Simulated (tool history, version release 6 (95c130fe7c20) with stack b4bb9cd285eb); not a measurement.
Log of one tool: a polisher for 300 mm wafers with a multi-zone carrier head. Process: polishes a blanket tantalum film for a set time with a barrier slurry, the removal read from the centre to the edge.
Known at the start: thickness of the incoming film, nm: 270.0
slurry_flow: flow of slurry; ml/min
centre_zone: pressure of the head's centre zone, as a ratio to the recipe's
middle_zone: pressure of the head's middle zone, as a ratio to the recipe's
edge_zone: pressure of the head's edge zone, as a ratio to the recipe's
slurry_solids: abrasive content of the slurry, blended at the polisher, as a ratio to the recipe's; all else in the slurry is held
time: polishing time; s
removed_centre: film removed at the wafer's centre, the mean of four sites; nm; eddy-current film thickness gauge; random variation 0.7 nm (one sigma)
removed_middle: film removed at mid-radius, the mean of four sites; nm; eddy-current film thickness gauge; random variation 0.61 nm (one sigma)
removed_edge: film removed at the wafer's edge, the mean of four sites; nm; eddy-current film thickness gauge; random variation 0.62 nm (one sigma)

run 1 hour=0 | slurry_flow=280 centre_zone=1 middle_zone=1 edge_zone=1 slurry_solids=1 time=65 | removed_centre=93.779 removed_middle=102.71 removed_edge=101.72
run 2 hour=3.3 | slurry_flow=280 centre_zone=1.02 middle_zone=0.97 edge_zone=0.99 slurry_solids=0.9 time=59 | removed_centre=85.64 removed_middle=91.136 removed_edge=92.25
run 3 hour=12.1 | slurry_flow=280 centre_zone=1.02 middle_zone=0.9 edge_zone=0.99 slurry_solids=0.9 time=59 | removed_centre=86.507 removed_middle=84.63 removed_edge=90.003
run 4 hour=18.6 | slurry_flow=280 centre_zone=1.02 middle_zone=0.9 edge_zone=0.94 slurry_solids=0.9 time=59 | removed_centre=86.294 removed_middle=82.296 removed_edge=87.824
run 5 hour=23.4 | slurry_flow=280 centre_zone=1.02 middle_zone=0.84 edge_zone=0.94 slurry_solids=0.9 time=59 | removed_centre=84.358 removed_middle=78.196 removed_edge=90.643
run 6 hour=25.8 | slurry_flow=275 centre_zone=1.03 middle_zone=0.83 edge_zone=0.93 slurry_solids=0.85 time=55 | removed_centre=80.994 removed_middle=73.034 removed_edge=80.677
run 7 hour=29.7 | slurry_flow=265 centre_zone=1.04 middle_zone=0.83 edge_zone=0.94 slurry_solids=0.85 time=50 | removed_centre=71.837 removed_middle=64.024 removed_edge=74.152
run 8 hour=36 | slurry_flow=255 centre_zone=1.05 middle_zone=0.83 edge_zone=0.93 slurry_solids=0.8 time=48 | removed_centre=68.718 removed_middle=62.232 removed_edge=69.042
run 9 hour=42.3 | slurry_flow=260 centre_zone=1.07 middle_zone=0.83 edge_zone=0.95 slurry_solids=0.8 time=45 | removed_centre=64.051 removed_middle=57.898 removed_edge=67.022
run 10 hour=50.3 | slurry_flow=260 centre_zone=1.09 middle_zone=0.83 edge_zone=0.94 slurry_solids=0.75 time=44 | removed_centre=64.271 removed_middle=56.302 removed_edge=63.006
run 11 hour=52.7 | slurry_flow=255 centre_zone=1.11 middle_zone=0.83 edge_zone=0.95 slurry_solids=0.7 time=43 | removed_centre=62.708 removed_middle=54.167 removed_edge=60.964

The next listed run, before its measurement:
run 12 hour=57.9 | slurry_flow=250 centre_zone=1.12 middle_zone=0.83 edge_zone=0.96 slurry_solids=0.65 time=43 | removed_centre=? removed_middle=? removed_edge=?

{"run 12": {"removed_centre": 62.926, "removed_middle": 53.966, "removed_edge": 60.981}}
